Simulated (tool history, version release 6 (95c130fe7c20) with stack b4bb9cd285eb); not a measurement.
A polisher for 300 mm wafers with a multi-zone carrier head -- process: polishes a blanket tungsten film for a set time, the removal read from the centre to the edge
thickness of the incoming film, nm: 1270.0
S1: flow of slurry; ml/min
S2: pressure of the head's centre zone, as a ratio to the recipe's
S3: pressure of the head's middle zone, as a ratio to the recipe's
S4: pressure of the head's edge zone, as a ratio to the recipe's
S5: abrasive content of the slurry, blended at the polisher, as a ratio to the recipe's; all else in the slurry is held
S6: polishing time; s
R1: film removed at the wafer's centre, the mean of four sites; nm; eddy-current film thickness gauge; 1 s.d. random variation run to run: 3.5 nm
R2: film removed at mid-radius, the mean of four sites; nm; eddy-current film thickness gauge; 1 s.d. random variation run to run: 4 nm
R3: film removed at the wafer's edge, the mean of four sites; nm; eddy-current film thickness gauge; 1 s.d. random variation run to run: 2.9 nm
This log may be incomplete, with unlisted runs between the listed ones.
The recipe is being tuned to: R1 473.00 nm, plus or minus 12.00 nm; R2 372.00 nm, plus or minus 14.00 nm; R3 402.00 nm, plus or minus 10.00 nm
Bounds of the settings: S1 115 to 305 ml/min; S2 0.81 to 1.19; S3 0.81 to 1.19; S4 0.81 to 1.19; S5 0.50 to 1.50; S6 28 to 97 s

| run | day | S1 | S2 | S3 | S4 | S5 | S6 | R1 | R2 | R3 |
|---|---|---|---|---|---|---|---|---|---|---|
| 1 | 0.000 | 195 | 1.00 | 1.00 | 1.00 | 1.00 | 62 | 364.37 | 367.61 | 376.84 |
| 2 | 0.067 | 220 | 1.06 | 0.98 | 1.01 | 1.00 | 62 | 390.75 | 360.40 | 381.47 |
| 3 | 0.383 | 220 | 0.99 | 0.98 | 1.01 | 1.00 | 62 | 364.78 | 360.53 | 385.35 |
| 4 | 0.608 | 235 | 1.06 | 0.98 | 1.02 | 1.05 | 62 | 400.14 | 367.77 | 387.42 |
| 5 | 0.812 | 235 | 1.06 | 0.98 | 1.02 | 1.25 | 62 | 412.78 | 374.43 | 406.42 |
| 6 | 0.896 | 250 | 1.10 | 0.97 | 1.01 | 1.25 | 62 | 433.57 | 375.55 | 401.48 |
| 7 | 1.033 | 260 | 1.12 | 0.96 | 1.01 | 1.25 | 62 | 434.05 | 374.79 | 398.59 |
| 8 | 1.125 | 260 | 1.14 | 0.95 | 1.00 | 1.30 | 62 | 449.25 | 378.40 | 405.23 |
| 9 | 1.475 | 260 | 1.14 | 0.95 | 1.00 | 1.30 | 62 | 450.30 | 372.40 | 403.79 |
| 10 | 1.667 | 265 | 1.16 | 0.95 | 1.00 | 1.30 | 62 | 459.23 | 385.78 | 404.53 |

Next run, 4 choices. One meets every target within its allowed miss, the rest don't. Which?
| A | 1.858 | 245 | 1.19 | 0.88 | 0.94 | 1.25 | 60 | ? | ? | ? |
| B | 1.858 | 265 | 1.15 | 0.94 | 1.00 | 1.45 | 60 | ? | ? | ? |
| C | 1.858 | 265 | 1.13 | 0.87 | 0.86 | 1.45 | 64 | ? | ? | ? |
| D | 1.858 | 255 | 1.18 | 1.05 | 0.97 | 1.20 | 64 | ? | ? | ? |

| move | R1 | R2 | R3 |
|---|---|---|---|
| A | 438.17 | 338.64 | 376.70 |
| B | 441.01 | 371.27 | 401.47 |
| C | 462.53 | 371.48 | 399.57 |
| D | 462.93 | 417.49 | 405.10 |
A: its largest miss is bigger than the last run's
B: its largest miss is bigger than the last run's
C: all results in spec
D: brings the last run's worst result on target, with another outside its allowed miss
C meets every target.
